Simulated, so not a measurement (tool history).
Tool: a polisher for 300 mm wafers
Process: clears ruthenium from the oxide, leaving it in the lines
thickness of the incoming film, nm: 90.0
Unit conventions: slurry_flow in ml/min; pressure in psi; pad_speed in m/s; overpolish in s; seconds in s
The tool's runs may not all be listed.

| run | hour | slurry_flow | pressure | pad_speed | overpolish | seconds |
|---|---|---|---|---|---|---|
| 1 | 0 | 265 | 2.8 | 1.08 | 21 | 65.309 |
| 2 | 4.5 | 265 | 2.9 | 1.08 | 21 | 62.049 |
| 3 | 8 | 265 | 3 | 1.08 | 21 | 60.114 |
| 4 | 14.2 | 265 | 3.1 | 1.08 | 21 | 57.932 |
| 5 | 22.7 | 265 | 2.6 | 1.08 | 21 | 69.87 |
| 6 | 31.4 | 265 | 2.7 | 1.08 | 21 | 67.138 |
| 7 | 37 | 265 | 2.8 | 1.08 | 21 | 63.86 |

Run 8 is up next; what results do you expect?
| 8 | 38.5 | 265 | 2.9 | 1.08 | 21 | ? |

{"run 8": {"seconds": 62.343}}

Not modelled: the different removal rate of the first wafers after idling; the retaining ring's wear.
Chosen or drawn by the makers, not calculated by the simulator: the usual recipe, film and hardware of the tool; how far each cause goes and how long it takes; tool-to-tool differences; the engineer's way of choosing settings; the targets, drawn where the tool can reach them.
